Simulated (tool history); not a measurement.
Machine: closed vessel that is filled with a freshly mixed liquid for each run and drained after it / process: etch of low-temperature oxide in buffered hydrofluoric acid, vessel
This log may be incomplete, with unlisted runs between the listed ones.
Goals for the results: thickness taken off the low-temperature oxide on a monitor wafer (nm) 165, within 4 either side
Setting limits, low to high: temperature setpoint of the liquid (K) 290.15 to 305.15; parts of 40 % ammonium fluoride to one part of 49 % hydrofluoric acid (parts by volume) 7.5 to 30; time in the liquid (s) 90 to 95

run,day,temperature setpoint of the liquid (K),parts of 40 % ammonium fluoride to one part of 49 % hydrofluoric acid (parts by volume),time in the liquid (s),thickness taken off the low-temperature oxide on a monitor wafer (nm)
1,0,298.15,22,90,84.142
2,0.321,298.15,19,90,94.32
3,0.675,301.65,19,90,113.97
4,0.754,301.65,25,90,93.015
5,0.812,302.65,22,90,107.41
6,0.883,305.15,22,90,121.66
7,1.221,305.15,19.5,90,133.1
8,1.383,305.15,17.5,90,148.14
9,1.492,305.15,16.5,90,156.46

Of the 4 settings listed for the next run, only one would bring every result within its allowed miss of target. Which one?
A,1.6,300.65,14.5,95,?
B,1.6,302.65,15,90,?
C,1.6,304.65,16,95,?
D,1.6,304.65,17,90,?

move,thickness taken off the low-temperature oxide on a monitor wafer (nm)
A,148.57
B,151.39
C,166.59
D,148.71
A: its largest miss is bigger than the last run's
B: its largest miss is bigger than the last run's
C: every result lands within tolerance
D: its largest miss is bigger than the last run's
Go with C: it meets all targets.
